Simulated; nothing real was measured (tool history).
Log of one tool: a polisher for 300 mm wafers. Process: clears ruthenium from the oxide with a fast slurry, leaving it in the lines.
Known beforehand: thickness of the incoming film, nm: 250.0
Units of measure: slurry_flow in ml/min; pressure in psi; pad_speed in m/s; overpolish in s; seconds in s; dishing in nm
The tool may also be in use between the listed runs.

run	hour	slurry_flow	pressure	pad_speed	slurry_solids	overpolish	seconds	dishing
1	0.0	215	2.6	0.94	1.0	20	79.373	49.223
2	7.1	215	2.6	0.94	1.2	20	77.127	49.578
3	8.2	210	2.4	0.94	1.2	22	82.416	50.920
4	8.8	210	2.4	0.78	1.2	22	100.030	45.104
5	13.8	210	2.0	0.78	1.2	22	114.960	36.957
6	19.0	210	2.0	0.78	1.2	24	114.230	44.158
7	25.1	205	1.9	0.78	1.2	25	119.150	41.677
8	29.3	205	1.9	0.78	1.2	26	121.070	43.083
9	33.9	200	1.9	0.78	1.2	27	121.160	44.554
10	40.3	195	1.9	0.78	1.2	28	122.290	44.649
11	48.8	195	1.9	0.78	1.2	29	122.100	48.876

Predict the results of run 12:
12	54.0	190	1.9	0.78	1.2	29	?	?

Run 12 produced seconds 121.340 s, dishing 48.137 nm.

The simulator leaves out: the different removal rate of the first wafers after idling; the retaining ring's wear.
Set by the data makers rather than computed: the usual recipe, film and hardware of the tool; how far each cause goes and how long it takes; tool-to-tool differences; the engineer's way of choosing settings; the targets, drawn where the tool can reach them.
